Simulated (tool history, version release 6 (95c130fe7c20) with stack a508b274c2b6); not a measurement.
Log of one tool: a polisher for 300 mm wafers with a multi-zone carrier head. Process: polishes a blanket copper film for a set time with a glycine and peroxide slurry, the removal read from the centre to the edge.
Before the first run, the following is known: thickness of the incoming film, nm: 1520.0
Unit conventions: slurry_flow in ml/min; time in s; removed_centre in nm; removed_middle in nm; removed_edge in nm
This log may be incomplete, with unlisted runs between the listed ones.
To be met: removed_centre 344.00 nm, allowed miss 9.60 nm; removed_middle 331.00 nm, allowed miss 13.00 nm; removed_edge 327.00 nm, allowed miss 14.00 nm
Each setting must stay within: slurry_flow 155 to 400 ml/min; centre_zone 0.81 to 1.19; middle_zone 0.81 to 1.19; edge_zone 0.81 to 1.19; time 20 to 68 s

Run 1, hour 0.0: slurry_flow 255 ml/min, centre_zone 1.00, middle_zone 1.00, edge_zone 1.00, time 44 s. Result: removed_centre 240.74 nm, removed_middle 250.40 nm, removed_edge 249.42 nm.
Run 2, hour 1.1: slurry_flow 260 ml/min, centre_zone 1.03, middle_zone 1.02, edge_zone 1.03, time 46 s. Result: removed_centre 262.71 nm, removed_middle 269.16 nm, removed_edge 262.76 nm.
Run 3, hour 8.1: slurry_flow 260 ml/min, centre_zone 1.03, middle_zone 1.02, edge_zone 1.03, time 53 s. Result: removed_centre 299.53 nm, removed_middle 305.00 nm, removed_edge 305.78 nm.
Run 4, hour 16.6: slurry_flow 200 ml/min, centre_zone 1.03, middle_zone 1.02, edge_zone 1.03, time 53 s. Result: removed_centre 283.42 nm, removed_middle 290.64 nm, removed_edge 292.47 nm.
Run 5, hour 23.0: slurry_flow 230 ml/min, centre_zone 1.04, middle_zone 1.02, edge_zone 1.04, time 53 s. Result: removed_centre 291.42 nm, removed_middle 298.59 nm, removed_edge 301.29 nm.
Run 6, hour 27.2: slurry_flow 230 ml/min, centre_zone 1.09, middle_zone 1.02, edge_zone 1.04, time 53 s. Result: removed_centre 303.34 nm, removed_middle 300.45 nm, removed_edge 296.62 nm.
Run 7, hour 31.0: slurry_flow 295 ml/min, centre_zone 1.16, middle_zone 1.05, edge_zone 1.14, time 55 s. Result: removed_centre 355.38 nm, removed_middle 334.83 nm, removed_edge 339.74 nm.
Run 8, hour 36.5: slurry_flow 290 ml/min, centre_zone 1.16, middle_zone 1.05, edge_zone 1.13, time 55 s. Result: removed_centre 354.25 nm, removed_middle 327.28 nm, removed_edge 334.02 nm.
Run 9, hour 41.2: slurry_flow 285 ml/min, centre_zone 1.16, middle_zone 1.06, edge_zone 1.13, time 55 s. Result: removed_centre 354.10 nm, removed_middle 331.68 nm, removed_edge 329.45 nm.
Run 10, hour 43.1: slurry_flow 280 ml/min, centre_zone 1.16, middle_zone 1.06, edge_zone 1.13, time 55 s. Result: removed_centre 354.97 nm, removed_middle 331.77 nm, removed_edge 328.84 nm.

4 candidate next runs follow, results not yet known. Just one meets every target within its allowed miss. Identify it.
Run A, hour 45.0: slurry_flow 260 ml/min, centre_zone 1.18, middle_zone 1.04, edge_zone 1.15, time 56 s. Result: removed_centre ?, removed_middle ?, removed_edge ?.
Run B, hour 45.0: slurry_flow 285 ml/min, centre_zone 1.18, middle_zone 1.05, edge_zone 1.11, time 55 s. Result: removed_centre ?, removed_middle ?, removed_edge ?.
Run C, hour 45.0: slurry_flow 335 ml/min, centre_zone 1.14, middle_zone 1.08, edge_zone 1.15, time 53 s. Result: removed_centre ?, removed_middle ?, removed_edge ?.
Run D, hour 45.0: slurry_flow 375 ml/min, centre_zone 1.17, middle_zone 1.04, edge_zone 1.09, time 54 s. Result: removed_centre ?, removed_middle ?, removed_edge ?.

move  removed_centre  removed_middle  removed_edge
   A          362.11          323.74        340.06
   B          361.42          325.20        331.45
   C          344.77          328.13        330.49
   D          365.75          327.98        331.09
A: lands further from the targets than the last run did
B: lands further from the targets than the last run did
C: each result inside its tolerance
D: lands further from the targets than the last run did
The move that meets every target is C.
